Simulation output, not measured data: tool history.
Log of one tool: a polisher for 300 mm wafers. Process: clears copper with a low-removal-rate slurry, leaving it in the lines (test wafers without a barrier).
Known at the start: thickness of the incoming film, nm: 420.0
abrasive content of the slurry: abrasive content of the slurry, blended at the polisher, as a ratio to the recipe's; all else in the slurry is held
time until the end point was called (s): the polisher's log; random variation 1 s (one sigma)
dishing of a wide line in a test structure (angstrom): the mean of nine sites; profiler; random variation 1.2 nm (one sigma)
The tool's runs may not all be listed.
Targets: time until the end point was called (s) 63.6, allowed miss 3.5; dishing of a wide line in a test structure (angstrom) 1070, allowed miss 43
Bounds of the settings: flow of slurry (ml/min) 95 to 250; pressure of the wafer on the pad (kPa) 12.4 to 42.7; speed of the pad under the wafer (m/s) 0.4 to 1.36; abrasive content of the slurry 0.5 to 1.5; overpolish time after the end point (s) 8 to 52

run    day  flow of slurry (ml/min)  pressure of the wafer on the pad (kPa)  speed of the pad under the wafer (m/s)  abrasive content of the slurry  overpolish time after the end point (s)  time until the end point was called (s)  dishing of a wide line in a test structure (angstrom)
  1      0                      160                                    27.6                                    0.88                               1                                       26                                   104.29                                                 692.18
  2  0.129                      160                                    27.6                                    0.88                             1.1                                       26                                   99.229                                                 716.82
  3  0.504                      160                                    27.6                                    0.88                             1.1                                       18                                   101.37                                                 521.91
  4  0.817                      135                                    27.6                                    0.88                             1.1                                       18                                   101.51                                                 505.85
  5  1.083                      135                                    27.6                                    0.88                             1.1                                       11                                   103.35                                                 325.75
  6  1.408                      135                                    27.6                                    0.88                             1.3                                       11                                   100.29                                                 332.23
  7  1.679                      140                                    28.3                                     0.9                            1.25                                       13                                    92.77                                                 403.56
     1.958  -- head pressure recalibrated
  8  1.958                      145                                    29.6                                     0.9                             1.2                                       14                                   88.457                                                  464.7
  9  2.096                      170                                    37.2                                    0.84                            0.95                                       23                                   84.328                                                  771.2
 10  2.154                      180                                    42.7                                    0.96                             0.9                                       24                                   65.925                                                 976.53
 11  2.254                      190                                    42.7                                    0.98                             0.9                                       25                                   63.256                                                 1003.2

Which of these 5 next moves meets every target?
  A  2.354                      210                                    42.7                                    0.92                            1.05                                       31                                        ?                                                      ?
  B  2.354                      145                                    42.7                                    1.18                            0.95                                       27                                        ?                                                      ?
  C  2.354                      185                                    42.7                                    0.96                               1                                       27                                        ?                                                      ?
  D  2.354                      165                                    42.7                                    1.06                            0.75                                       30                                        ?                                                      ?
  E  2.354                      215                                    38.6                                    1.08                             0.9                                       30                                        ?                                                      ?

move  time until the end point was called (s)  dishing of a wide line in a test structure (angstrom)
   A                                   63.471                                                 1183.9
   B                                   54.686                                                 1193.1
   C                                   62.932                                                 1077.2
   D                                   63.573                                                 1155.1
   E                                     61.5                                                 1174.5
A: takes the result that was furthest off past its target
B: takes the result that was furthest off past its target
C: meets every target
D: takes the result that was furthest off past its target
E: takes the result that was furthest off past its target
Move C is the one to make.
